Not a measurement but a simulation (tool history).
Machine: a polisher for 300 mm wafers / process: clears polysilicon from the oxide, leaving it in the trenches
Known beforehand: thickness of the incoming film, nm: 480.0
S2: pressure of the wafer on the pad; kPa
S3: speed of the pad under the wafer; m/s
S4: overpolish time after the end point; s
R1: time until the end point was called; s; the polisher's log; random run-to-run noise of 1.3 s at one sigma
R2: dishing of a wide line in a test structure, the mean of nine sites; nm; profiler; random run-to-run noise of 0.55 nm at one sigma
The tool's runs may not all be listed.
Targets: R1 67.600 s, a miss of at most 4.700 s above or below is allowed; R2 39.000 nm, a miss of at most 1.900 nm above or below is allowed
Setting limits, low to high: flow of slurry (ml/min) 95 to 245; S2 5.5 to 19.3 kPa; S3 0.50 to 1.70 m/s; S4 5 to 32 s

run 1 hour=0.0 | flow_of_slurry_(ml/min)=155 S2=12.4 S3=1.10 S4=16 | R1=44.849 R2=42.002
run 2 hour=6.6 | flow_of_slurry_(ml/min)=125 S2=12.4 S3=1.10 S4=16 | R1=46.630 R2=42.172
run 3 hour=15.2 | flow_of_slurry_(ml/min)=125 S2=11.7 S3=1.10 S4=15 | R1=50.420 R2=40.331
run 4 hour=19.2 | flow_of_slurry_(ml/min)=125 S2=11.0 S3=1.10 S4=15 | R1=51.211 R2=40.267
run 5 hour=23.0 | flow_of_slurry_(ml/min)=125 S2=11.0 S3=1.10 S4=12 | R1=52.664 R2=39.723
run 6 hour=31.6 | flow_of_slurry_(ml/min)=125 S2=11.0 S3=1.08 S4=13 | R1=54.146 R2=40.101
run 7 hour=33.5 | flow_of_slurry_(ml/min)=125 S2=8.3 S3=1.04 S4=10 | R1=72.673 R2=33.774
run 8 hour=38.6 | flow_of_slurry_(ml/min)=120 S2=8.3 S3=1.02 S4=11 | R1=74.634 R2=35.132
run 9 hour=45.9 | flow_of_slurry_(ml/min)=120 S2=8.3 S3=1.02 S4=12 | R1=75.042 R2=35.931
run 10 hour=51.8 | flow_of_slurry_(ml/min)=120 S2=8.3 S3=1.02 S4=12 | R1=75.292 R2=35.933

Next run, 4 choices. One meets every target within its allowed miss, the rest don't. Which?
run A hour=57.7 | flow_of_slurry_(ml/min)=95 S2=10.3 S3=0.64 S4=26 | R1=? R2=?
run B hour=57.7 | flow_of_slurry_(ml/min)=110 S2=11.7 S3=0.58 S4=20 | R1=? R2=?
run C hour=57.7 | flow_of_slurry_(ml/min)=120 S2=10.3 S3=0.72 S4=19 | R1=? R2=?
run D hour=57.7 | flow_of_slurry_(ml/min)=110 S2=9.0 S3=1.08 S4=15 | R1=? R2=?

move=A R1=87.574 R2=40.526
move=B R1=79.648 R2=39.560
move=C R1=75.220 R2=39.600
move=D R1=64.417 R2=39.010
A: lands further from the targets than the last run did
B: lands further from the targets than the last run did
C: about as far from the targets as the last run
D: hits every target within its allowed miss
D meets every target.
